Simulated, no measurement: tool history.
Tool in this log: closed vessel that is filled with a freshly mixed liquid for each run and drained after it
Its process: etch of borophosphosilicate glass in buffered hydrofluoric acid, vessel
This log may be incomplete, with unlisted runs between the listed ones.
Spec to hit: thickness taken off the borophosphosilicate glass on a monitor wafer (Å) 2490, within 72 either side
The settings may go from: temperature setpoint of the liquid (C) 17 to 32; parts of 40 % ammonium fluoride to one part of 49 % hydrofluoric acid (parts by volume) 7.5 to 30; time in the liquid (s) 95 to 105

| run | day | temperature setpoint of the liquid (C) | parts of 40 % ammonium fluoride to one part of 49 % hydrofluoric acid (parts by volume) | time in the liquid (s) | thickness taken off the borophosphosilicate glass on a monitor wafer (Å) |
|---|---|---|---|---|---|
| 1 | 0 | 25 | 21 | 95 | 1230 |
| 2 | 0.267 | 25 | 18 | 95 | 1429.1 |
| 3 | 0.312 | 28 | 18 | 95 | 1681.1 |
| 4 | 0.654 | 29 | 17 | 95 | 1849.5 |
| 5 | 0.825 | 29.5 | 16.5 | 95 | 1961.2 |
| 6 | 1.012 | 28 | 16.5 | 95 | 1822.9 |
| 7 | 1.238 | 29 | 16 | 95 | 1986 |
| 8 | 1.433 | 29.5 | 15.5 | 95 | 2059.4 |
| 9 | 1.708 | 29.5 | 15.5 | 95 | 2116.2 |
| 10 | 1.8 | 30 | 15.5 | 95 | 2163.8 |
| 11 | 2.158 | 30.5 | 15.5 | 95 | 2216.6 |
| 12 | 2.258 | 31 | 15.5 | 95 | 2267.2 |
| 13 | 2.404 | 31.5 | 15 | 95 | 2399.2 |

Which one of the following 5 next-run settings gets every result inside its allowed miss? There is exactly one.
| A | 2.55 | 32 | 16 | 95 | ? |
| B | 2.55 | 31.5 | 17.5 | 100 | ? |
| C | 2.55 | 30.5 | 15 | 95 | ? |
| D | 2.55 | 31 | 15 | 95 | ? |
| E | 2.55 | 32 | 15 | 95 | ? |

| move | thickness taken off the borophosphosilicate glass on a monitor wafer (Å) |
|---|---|
| A | 2313.6 |
| B | 2173 |
| C | 2281 |
| D | 2341 |
| E | 2465.1 |
A: misses by more than the last run did
B: misses by more than the last run did
C: misses by more than the last run did
D: misses by more than the last run did
E: hits every target within its allowed miss
E meets every target.
